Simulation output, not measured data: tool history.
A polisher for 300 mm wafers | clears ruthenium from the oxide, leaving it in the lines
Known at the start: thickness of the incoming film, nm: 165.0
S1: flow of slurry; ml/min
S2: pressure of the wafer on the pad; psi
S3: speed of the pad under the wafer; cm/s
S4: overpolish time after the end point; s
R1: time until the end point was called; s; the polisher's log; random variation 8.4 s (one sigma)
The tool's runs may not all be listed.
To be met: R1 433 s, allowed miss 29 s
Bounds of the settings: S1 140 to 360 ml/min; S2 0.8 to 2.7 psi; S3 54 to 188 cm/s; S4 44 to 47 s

run  hour   S1   S2   S3  S4      R1
  1     0  230  1.7  120  44  142.03
  2   3.2  195  1.7  120  44  149.84
  3   5.2  170  1.7  120  44   150.5
  4  10.8  170  2.1  120  44   127.1
  5  12.5  170  2.5  120  44   105.6
  6  20.6  205  2.5  120  44  103.13
  7  24.6  185    2   86  44   176.7
  8    29  175  1.7   78  44  225.61
  9  30.5  170  1.5   72  44   278.2

4 next moves are on the table. One of them brings every result within its allowed miss. Which?
  A    32  185  1.2  60  44   ?
  B    32  170  1.5  54  44   ?
  C    32  175  1.3  60  47   ?
  D    32  145  1.3  54  47   ?

move      R1
   A  390.03
   B  360.95
   C  367.89
   D  420.52
A: nearer than the last run, and not there yet
B: nearer than the last run, and not there yet
C: nearer than the last run, and not there yet
D: meets every target
The right move is D.
